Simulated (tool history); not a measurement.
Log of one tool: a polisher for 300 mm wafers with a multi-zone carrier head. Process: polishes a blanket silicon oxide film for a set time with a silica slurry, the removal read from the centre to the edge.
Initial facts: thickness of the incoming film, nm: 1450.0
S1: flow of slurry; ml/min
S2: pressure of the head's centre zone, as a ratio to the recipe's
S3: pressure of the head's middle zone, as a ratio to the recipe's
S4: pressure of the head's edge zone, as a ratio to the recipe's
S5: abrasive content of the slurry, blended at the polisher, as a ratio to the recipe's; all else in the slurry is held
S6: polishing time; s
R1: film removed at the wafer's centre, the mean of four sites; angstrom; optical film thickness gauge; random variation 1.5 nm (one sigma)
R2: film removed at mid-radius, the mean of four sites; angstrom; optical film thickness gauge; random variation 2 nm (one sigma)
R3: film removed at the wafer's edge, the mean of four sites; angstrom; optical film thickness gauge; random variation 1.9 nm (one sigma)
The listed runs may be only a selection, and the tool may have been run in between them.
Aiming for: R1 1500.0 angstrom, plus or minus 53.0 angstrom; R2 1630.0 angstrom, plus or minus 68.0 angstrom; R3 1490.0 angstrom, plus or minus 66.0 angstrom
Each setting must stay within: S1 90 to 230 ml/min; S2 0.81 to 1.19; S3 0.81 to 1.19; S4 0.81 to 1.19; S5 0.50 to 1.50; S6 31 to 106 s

{"run": 1, "hour": 0.0, "S1": 150, "S2": 1.0, "S3": 1.0, "S4": 1.0, "S5": 1.0, "S6": 68, "R1": 2350.5, "R2": 2316.3, "R3": 2356.3}
{"run": 2, "hour": 2.8, "S1": 150, "S2": 1.0, "S3": 1.0, "S4": 1.0, "S5": 1.1, "S6": 68, "R1": 2422.4, "R2": 2417.6, "R3": 2410.2}
{"run": 3, "hour": 4.0, "S1": 150, "S2": 1.07, "S3": 1.0, "S4": 1.0, "S5": 1.1, "S6": 68, "R1": 2629.7, "R2": 2360.6, "R3": 2490.3}
{"run": 4, "hour": 4.7, "S1": 150, "S2": 1.07, "S3": 1.0, "S4": 0.94, "S5": 1.1, "S6": 68, "R1": 2553.8, "R2": 2399.6, "R3": 2413.1}
{"run": 5, "hour": 7.4, "S1": 150, "S2": 1.06, "S3": 1.0, "S4": 0.93, "S5": 1.0, "S6": 66, "R1": 2412.0, "R2": 2285.3, "R3": 2257.5}
{"run": 6, "hour": 15.5, "S1": 150, "S2": 1.04, "S3": 0.99, "S4": 0.92, "S5": 0.95, "S6": 64, "R1": 2238.4, "R2": 2071.1, "R3": 2102.5}
{"run": 7, "hour": 16.1, "S1": 150, "S2": 1.04, "S3": 0.99, "S4": 0.92, "S5": 0.95, "S6": 64, "R1": 2266.4, "R2": 2150.5, "R3": 2090.4}
{"run": 8, "hour": 21.0, "S1": 145, "S2": 1.01, "S3": 0.98, "S4": 0.92, "S5": 0.9, "S6": 64, "R1": 2114.1, "R2": 2040.8, "R3": 2069.1}
{"run": 9, "hour": 28.2, "S1": 145, "S2": 1.01, "S3": 0.98, "S4": 0.92, "S5": 0.9, "S6": 64, "R1": 2145.8, "R2": 2073.3, "R3": 2046.1}
{"run": 10, "hour": 33.7, "S1": 145, "S2": 0.99, "S3": 0.98, "S4": 0.91, "S5": 0.85, "S6": 63, "R1": 1998.2, "R2": 1962.0, "R3": 1935.4}
{"run": 11, "hour": 41.9, "S1": 145, "S2": 0.98, "S3": 0.98, "S4": 0.9, "S5": 0.8, "S6": 63, "R1": 1966.8, "R2": 1925.2, "R3": 1864.7}

5 candidate next runs follow, results not yet known. Just one meets every target within its allowed miss. Identify it.
{"run": "A", "hour": 50.1, "S1": 160, "S2": 0.91, "S3": 1.05, "S4": 0.87, "S5": 0.85, "S6": 49, "R1": "?", "R2": "?", "R3": "?"}
{"run": "B", "hour": 50.1, "S1": 115, "S2": 0.84, "S3": 0.89, "S4": 0.99, "S5": 1.1, "S6": 49, "R1": "?", "R2": "?", "R3": "?"}
{"run": "C", "hour": 50.1, "S1": 90, "S2": 0.82, "S3": 0.81, "S4": 1.15, "S5": 1.2, "S6": 59, "R1": "?", "R2": "?", "R3": "?"}
{"run": "D", "hour": 50.1, "S1": 140, "S2": 0.89, "S3": 1.03, "S4": 0.85, "S5": 0.7, "S6": 49, "R1": "?", "R2": "?", "R3": "?"}
{"run": "E", "hour": 50.1, "S1": 150, "S2": 0.95, "S3": 0.99, "S4": 1.01, "S5": 0.9, "S6": 53, "R1": "?", "R2": "?", "R3": "?"}

move=A R1=1489.9 R2=1650.1 R3=1499.7
move=B R1=1467.6 R2=1511.1 R3=1701.9
move=C R1=1715.4 R2=1673.2 R3=2222.0
move=D R1=1329.6 R2=1476.4 R3=1356.9
move=E R1=1683.6 R2=1720.4 R3=1768.7
A: every result within its allowed miss
B: brings the last run's worst result on target, with another outside its allowed miss
C: misses by more than the last run did
D: takes the result that was furthest off past its target
E: better than the last run, though not everything is in spec
The move that meets every target is A.

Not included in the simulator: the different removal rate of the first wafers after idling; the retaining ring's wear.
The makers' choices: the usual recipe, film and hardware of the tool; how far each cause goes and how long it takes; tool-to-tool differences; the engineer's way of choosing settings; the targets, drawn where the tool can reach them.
